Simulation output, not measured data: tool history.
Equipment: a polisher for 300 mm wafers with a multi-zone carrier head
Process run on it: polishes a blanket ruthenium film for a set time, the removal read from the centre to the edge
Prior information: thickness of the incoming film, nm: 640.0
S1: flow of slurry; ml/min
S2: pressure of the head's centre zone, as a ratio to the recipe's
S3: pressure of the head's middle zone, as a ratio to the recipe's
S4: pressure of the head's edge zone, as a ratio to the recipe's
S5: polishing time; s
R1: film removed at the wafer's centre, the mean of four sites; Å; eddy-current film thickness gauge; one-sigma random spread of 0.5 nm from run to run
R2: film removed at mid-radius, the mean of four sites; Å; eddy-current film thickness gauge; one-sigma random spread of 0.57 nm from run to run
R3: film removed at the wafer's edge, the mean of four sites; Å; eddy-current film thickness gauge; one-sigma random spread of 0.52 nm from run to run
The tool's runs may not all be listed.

Run 1, hour 0.0: S1 245 ml/min, S2 1.00, S3 1.00, S4 1.00, S5 36 s. Result: R1 461.70 Å, R2 466.00 Å, R3 463.57 Å.
Run 2, hour 2.8: S1 245 ml/min, S2 1.00, S3 0.95, S4 1.00, S5 36 s. Result: R1 465.56 Å, R2 443.09 Å, R3 469.47 Å.
Run 3, hour 4.9: S1 210 ml/min, S2 1.00, S3 0.95, S4 1.00, S5 36 s. Result: R1 448.06 Å, R2 438.13 Å, R3 458.48 Å.
Run 4, hour 8.5: S1 220 ml/min, S2 0.98, S3 0.96, S4 1.03, S5 37 s. Result: R1 464.65 Å, R2 459.46 Å, R3 493.28 Å.
Run 5, hour 9.9: S1 230 ml/min, S2 0.97, S3 0.98, S4 1.05, S5 37 s. Result: R1 452.88 Å, R2 457.37 Å, R3 490.56 Å.
Run 6, hour 14.8: S1 230 ml/min, S2 0.97, S3 0.90, S4 1.05, S5 37 s. Result: R1 452.92 Å, R2 437.72 Å, R3 482.20 Å.

Run 7, settings as shown, results not yet in. Your forecast:
Run 7, hour 18.6: S1 230 ml/min, S2 0.96, S3 0.93, S4 1.06, S5 38 s. Result: R1 ?, R2 ?, R3 ?.

R1: 469.17 Å
R2: 456.32 Å
R3: 498.73 Å
